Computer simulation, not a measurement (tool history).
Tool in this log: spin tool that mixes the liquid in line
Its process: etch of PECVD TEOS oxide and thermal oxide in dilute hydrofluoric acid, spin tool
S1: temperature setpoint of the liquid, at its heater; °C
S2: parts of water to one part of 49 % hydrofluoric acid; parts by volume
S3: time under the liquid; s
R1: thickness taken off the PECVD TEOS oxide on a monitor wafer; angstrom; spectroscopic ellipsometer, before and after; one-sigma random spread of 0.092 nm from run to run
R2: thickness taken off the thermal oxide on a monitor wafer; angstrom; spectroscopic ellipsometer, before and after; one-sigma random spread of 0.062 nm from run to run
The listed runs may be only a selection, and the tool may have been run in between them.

Run 1, hour 0: S1 23 °C, S2 210 parts by volume, S3 110 s. Result: R1 77.338 angstrom, R2 21.662 angstrom.
Run 2, hour 1.7: S1 25.5 °C, S2 180 parts by volume, S3 110 s. Result: R1 100.12 angstrom, R2 28.242 angstrom.
Run 3, hour 2.3: S1 27 °C, S2 160 parts by volume, S3 110 s. Result: R1 123.36 angstrom, R2 33.084 angstrom.
Run 4, hour 7: S1 29.5 °C, S2 160 parts by volume, S3 110 s. Result: R1 133.86 angstrom, R2 38.079 angstrom.
Run 5, hour 15.5: S1 30 °C, S2 150 parts by volume, S3 110 s. Result: R1 148.14 angstrom, R2 41.837 angstrom.
Run 6, hour 21.6: S1 30 °C, S2 145 parts by volume, S3 110 s. Result: R1 153.45 angstrom, R2 43.02 angstrom.

For run 7, what comes out?
Run 7, hour 28.6: S1 30 °C, S2 140 parts by volume, S3 110 s. Result: R1 ?, R2 ?.

Run 7 yielded R1 160.92 angstrom, R2 44.498 angstrom.

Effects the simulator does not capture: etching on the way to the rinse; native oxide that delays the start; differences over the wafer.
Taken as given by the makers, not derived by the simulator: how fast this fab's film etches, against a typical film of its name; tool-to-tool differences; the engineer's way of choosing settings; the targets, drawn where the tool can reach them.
